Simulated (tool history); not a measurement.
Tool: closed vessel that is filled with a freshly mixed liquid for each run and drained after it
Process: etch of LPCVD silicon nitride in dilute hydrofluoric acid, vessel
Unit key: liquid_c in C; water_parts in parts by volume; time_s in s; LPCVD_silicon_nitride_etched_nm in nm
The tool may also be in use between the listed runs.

run	hour	liquid_c	water_parts	time_s	LPCVD_silicon_nitride_etched_nm
1	0	22	45	2590	25.029
2	5.8	20.5	45	2590	22.574
3	12.6	20.5	35	2590	28.707
4	16.2	20.5	35	2795	31.168
5	19.3	21.5	35	2795	33.274
6	23.3	21.5	40	2795	29.198
7	26.9	21.5	40	2795	29.378
8	29	23	40	2795	32.596
9	31.6	24	40	2795	34.585
10	32.6	24.5	40	2795	35.822

What does the tool deliver on the next run?
11	36.8	25	40	2795	?

For run 11 the tool returned LPCVD_silicon_nitride_etched_nm 37.273 nm.
